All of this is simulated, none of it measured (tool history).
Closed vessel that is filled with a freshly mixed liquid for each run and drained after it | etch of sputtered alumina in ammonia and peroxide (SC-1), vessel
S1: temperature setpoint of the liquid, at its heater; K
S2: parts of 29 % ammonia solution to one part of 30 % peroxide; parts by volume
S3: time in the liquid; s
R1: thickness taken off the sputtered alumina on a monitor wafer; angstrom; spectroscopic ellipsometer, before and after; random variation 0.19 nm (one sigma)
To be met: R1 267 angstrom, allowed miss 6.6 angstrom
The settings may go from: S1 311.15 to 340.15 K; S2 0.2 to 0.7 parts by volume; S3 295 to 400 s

{"run": 1, "hour": 0.0, "S1": 324.15, "S2": 0.4, "S3": 400, "R1": 137.47}
{"run": 2, "hour": 7.1, "S1": 325.65, "S2": 0.4, "S3": 400, "R1": 149.03}
{"run": 3, "hour": 11.2, "S1": 326.65, "S2": 0.4, "S3": 400, "R1": 156.31}
{"run": 4, "hour": 17.4, "S1": 327.65, "S2": 0.4, "S3": 400, "R1": 167.21}
{"run": 5, "hour": 25.1, "S1": 327.65, "S2": 0.45, "S3": 400, "R1": 166.49}
{"run": 6, "hour": 30.6, "S1": 330.65, "S2": 0.45, "S3": 400, "R1": 199.7}
{"run": 7, "hour": 35.5, "S1": 330.65, "S2": 0.45, "S3": 400, "R1": 195.4}
{"run": 8, "hour": 42.9, "S1": 331.15, "S2": 0.45, "S3": 400, "R1": 199.88}
{"run": 9, "hour": 48.7, "S1": 331.65, "S2": 0.45, "S3": 400, "R1": 207.93}
{"run": 10, "hour": 51.1, "S1": 332.15, "S2": 0.45, "S3": 400, "R1": 213.59}
{"run": 11, "hour": 53.0, "S1": 332.65, "S2": 0.45, "S3": 400, "R1": 218.61}
{"run": 12, "hour": 56.2, "S1": 333.15, "S2": 0.45, "S3": 400, "R1": 225.73}

5 next moves are on the table. One of them brings every result within its allowed miss. Which?
{"run": "A", "hour": 59.4, "S1": 334.15, "S2": 0.45, "S3": 355, "R1": "?"}
{"run": "B", "hour": 59.4, "S1": 336.15, "S2": 0.6, "S3": 400, "R1": "?"}
{"run": "C", "hour": 59.4, "S1": 332.15, "S2": 0.45, "S3": 395, "R1": "?"}
{"run": "D", "hour": 59.4, "S1": 334.15, "S2": 0.7, "S3": 400, "R1": "?"}
{"run": "E", "hour": 59.4, "S1": 331.65, "S2": 0.5, "S3": 400, "R1": "?"}

move=A R1=208.7
move=B R1=267.4
move=C R1=209.55
move=D R1=245.19
move=E R1=208.85
A: further off than the last run
B: meets every target
C: further off than the last run
D: nearer than the last run, and not there yet
E: further off than the last run
The right move is B.
